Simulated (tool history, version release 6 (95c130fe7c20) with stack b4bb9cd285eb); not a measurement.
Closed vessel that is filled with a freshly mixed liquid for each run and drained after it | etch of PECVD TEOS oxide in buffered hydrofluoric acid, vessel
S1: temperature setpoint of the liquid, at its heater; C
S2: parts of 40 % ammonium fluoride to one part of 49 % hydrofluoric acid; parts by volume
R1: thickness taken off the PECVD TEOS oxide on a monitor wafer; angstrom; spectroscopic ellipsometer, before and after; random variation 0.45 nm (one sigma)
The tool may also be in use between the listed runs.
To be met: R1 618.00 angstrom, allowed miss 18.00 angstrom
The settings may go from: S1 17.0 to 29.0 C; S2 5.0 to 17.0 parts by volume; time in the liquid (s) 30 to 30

{"run": 1, "hour": 0.0, "S1": 21.0, "S2": 10.5, "time in the liquid (s)": 30, "R1": 416.75}
{"run": 2, "hour": 1.5, "S1": 21.0, "S2": 13.5, "time in the liquid (s)": 30, "R1": 326.88}
{"run": 3, "hour": 4.5, "S1": 19.5, "S2": 13.5, "time in the liquid (s)": 30, "R1": 298.76}
{"run": 4, "hour": 12.8, "S1": 22.5, "S2": 12.5, "time in the liquid (s)": 30, "R1": 388.5}
{"run": 5, "hour": 21.2, "S1": 24.5, "S2": 12.0, "time in the liquid (s)": 30, "R1": 442.19}
{"run": 6, "hour": 30.3, "S1": 24.5, "S2": 12.0, "time in the liquid (s)": 30, "R1": 445.12}
{"run": 7, "hour": 33.0, "S1": 26.0, "S2": 11.5, "time in the liquid (s)": 30, "R1": 504.38}
{"run": 8, "hour": 35.9, "S1": 27.0, "S2": 11.5, "time in the liquid (s)": 30, "R1": 530.16}
{"run": 9, "hour": 41.4, "S1": 27.5, "S2": 11.5, "time in the liquid (s)": 30, "R1": 539.76}
{"run": 10, "hour": 46.4, "S1": 29.0, "S2": 10.5, "time in the liquid (s)": 30, "R1": 646.73}

4 next moves are on the table. One of them brings every result within its allowed miss. Which?
{"run": "A", "hour": 51.4, "S1": 25.0, "S2": 8.0, "time in the liquid (s)": 30, "R1": "?"}
{"run": "B", "hour": 51.4, "S1": 28.5, "S2": 10.5, "time in the liquid (s)": 30, "R1": "?"}
{"run": "C", "hour": 51.4, "S1": 28.0, "S2": 11.0, "time in the liquid (s)": 30, "R1": "?"}
{"run": "D", "hour": 51.4, "S1": 29.0, "S2": 11.5, "time in the liquid (s)": 30, "R1": "?"}

move=A R1=663.06
move=B R1=628.23
move=C R1=584.71
move=D R1=590.38
A: further off than the last run
B: meets every target
C: takes the result that was furthest off past its target
D: takes the result that was furthest off past its target
The right move is B.

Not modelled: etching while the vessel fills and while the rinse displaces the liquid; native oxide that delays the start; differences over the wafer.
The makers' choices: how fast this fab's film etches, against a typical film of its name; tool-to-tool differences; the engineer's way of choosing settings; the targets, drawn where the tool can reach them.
